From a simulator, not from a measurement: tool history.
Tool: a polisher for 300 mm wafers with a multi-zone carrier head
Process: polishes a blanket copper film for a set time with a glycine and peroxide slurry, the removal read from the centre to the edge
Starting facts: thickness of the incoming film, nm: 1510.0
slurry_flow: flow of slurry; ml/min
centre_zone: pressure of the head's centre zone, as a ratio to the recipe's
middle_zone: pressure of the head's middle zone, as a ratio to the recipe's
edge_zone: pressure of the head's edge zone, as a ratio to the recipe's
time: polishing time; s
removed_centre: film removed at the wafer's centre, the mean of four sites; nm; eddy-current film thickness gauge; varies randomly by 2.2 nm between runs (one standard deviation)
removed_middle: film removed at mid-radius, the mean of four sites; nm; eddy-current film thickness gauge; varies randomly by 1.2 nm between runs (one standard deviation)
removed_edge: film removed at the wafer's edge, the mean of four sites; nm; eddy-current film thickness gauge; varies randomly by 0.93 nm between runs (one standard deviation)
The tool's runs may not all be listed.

run	hour	slurry_flow	centre_zone	middle_zone	edge_zone	time	removed_centre	removed_middle	removed_edge
1	0	310	1	1	1	36	132.2	136.86	132.45
2	3.1	325	1.02	1.03	1.03	36	133.32	137.47	133.33
3	6.5	325	1.09	1.03	1.03	36	151.09	139.63	136.02
4	14.2	350	1.09	1.03	1.03	36	147.99	137.71	135.35
5	16.6	355	1.08	1.07	1.05	37	147.31	147.23	140.1
6	20.4	355	1.08	1.09	1.06	37	149.46	151.82	139.4
7	23.5	360	1.07	1.1	1.08	37	148.9	151.02	141.74
8	24.5	360	1.06	1.11	1.09	37	147.36	153.5	140.75

What does the tool deliver on the next run?
9	32.1	390	1.04	1.12	1.17	38	?	?	?

{"run 9": {"removed_centre": 152.63, "removed_middle": 161.15, "removed_edge": 152.76}}
